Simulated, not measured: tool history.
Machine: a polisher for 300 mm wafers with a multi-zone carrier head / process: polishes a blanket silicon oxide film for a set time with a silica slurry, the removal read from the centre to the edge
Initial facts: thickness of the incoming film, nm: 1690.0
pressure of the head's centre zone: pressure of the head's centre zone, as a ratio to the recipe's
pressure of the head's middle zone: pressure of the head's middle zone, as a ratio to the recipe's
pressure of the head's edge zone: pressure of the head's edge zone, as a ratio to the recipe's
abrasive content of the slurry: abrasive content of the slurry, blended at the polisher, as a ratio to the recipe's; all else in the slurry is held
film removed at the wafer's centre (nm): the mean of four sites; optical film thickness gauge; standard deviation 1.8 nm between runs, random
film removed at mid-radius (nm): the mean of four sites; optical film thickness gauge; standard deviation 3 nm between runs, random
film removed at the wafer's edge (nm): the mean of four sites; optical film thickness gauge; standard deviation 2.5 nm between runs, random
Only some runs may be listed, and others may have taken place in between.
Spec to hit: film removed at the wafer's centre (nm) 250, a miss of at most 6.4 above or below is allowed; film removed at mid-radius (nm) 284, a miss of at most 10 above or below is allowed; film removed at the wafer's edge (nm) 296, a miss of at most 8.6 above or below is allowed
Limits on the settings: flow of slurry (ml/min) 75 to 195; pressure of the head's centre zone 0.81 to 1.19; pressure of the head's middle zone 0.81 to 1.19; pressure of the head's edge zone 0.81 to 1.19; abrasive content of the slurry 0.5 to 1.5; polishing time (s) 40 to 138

run    day  flow of slurry (ml/min)  pressure of the head's centre zone  pressure of the head's middle zone  pressure of the head's edge zone  abrasive content of the slurry  polishing time (s)  film removed at the wafer's centre (nm)  film removed at mid-radius (nm)  film removed at the wafer's edge (nm)
  1      0                      125                                   1                                   1                                 1                               1                  88                                   330.85                           325.75                                 344.55
  2  0.221                      125                                   1                                1.08                                 1                               1                  88                                   333.69                           348.53                                 340.46
  3    0.4                      125                                1.05                                1.08                                 1                               1                  88                                   349.04                           350.02                                  337.7
  4  0.542                      120                                1.02                                1.07                              0.98                               1                  88                                   338.78                           345.54                                 334.57
  5  0.879                      120                                0.97                                1.07                              0.98                               1                  88                                    315.1                           342.42                                 333.73
  6  1.008                      115                                0.95                                1.05                              0.97                               1                  88                                   305.47                           336.76                                 327.61
  7  1.367                      110                                0.94                                1.03                              0.96                               1                  88                                   300.27                           325.48                                 324.64
  8  1.533                      105                                0.92                                1.02                              0.95                               1                  88                                   285.68                           322.02                                 318.06
  9  1.804                      100                                0.91                                1.01                              0.95                               1                  88                                   277.92                           313.13                                 312.14
 10  2.038                       95                                 0.9                                   1                              0.95                               1                  88                                   274.63                           300.65                                 312.51
 11  2.254                       90                                0.89                                   1                              0.95                               1                  88                                   263.32                           301.92                                 312.91
 12  2.521                       90                                0.89                                   1                              0.94                               1                  88                                   265.07                           295.57                                 310.19
 13  2.758                       90                                0.89                                   1                              0.93                               1                  88                                   261.41                            303.2                                 303.85
 14  2.933                       90                                0.89                                0.99                              0.93                               1                  88                                   261.66                           300.08                                  309.5
 15  3.275                       90                                0.89                                0.99                              0.92                               1                  88                                   263.26                           299.76                                 306.41
 16  3.504                       85                                0.89                                0.98                              0.91                               1                  88                                   255.33                           282.89                                 299.82

Exactly one of the 4 candidate moves below puts every result within its allowed miss. Which one?
  A  3.733                       75                                0.86                                0.91                               0.9                               1                  96                                        ?                                ?                                      ?
  B  3.733                       85                                0.94                                0.97                              0.92                             0.8                  98                                        ?                                ?                                      ?
  C  3.733                       90                                0.84                                0.92                              0.98                            0.95                  92                                        ?                                ?                                      ?
  D  3.733                       85                                 0.9                                1.01                              0.97                            1.05                  83                                        ?                                ?                                      ?

move  film removed at the wafer's centre (nm)  film removed at mid-radius (nm)  film removed at the wafer's edge (nm)
   A                                   252.88                           282.05                                 312.24
   B                                   269.52                           286.84                                 298.18
   C                                   252.32                           286.92                                 318.85
   D                                   249.35                           286.84                                 295.25
A: corrects the largest miss of the last run, while another result sits out of spec
B: the biggest miss grows against the last run
C: corrects the largest miss of the last run, while another result sits out of spec
D: every result within its allowed miss
Answer: D

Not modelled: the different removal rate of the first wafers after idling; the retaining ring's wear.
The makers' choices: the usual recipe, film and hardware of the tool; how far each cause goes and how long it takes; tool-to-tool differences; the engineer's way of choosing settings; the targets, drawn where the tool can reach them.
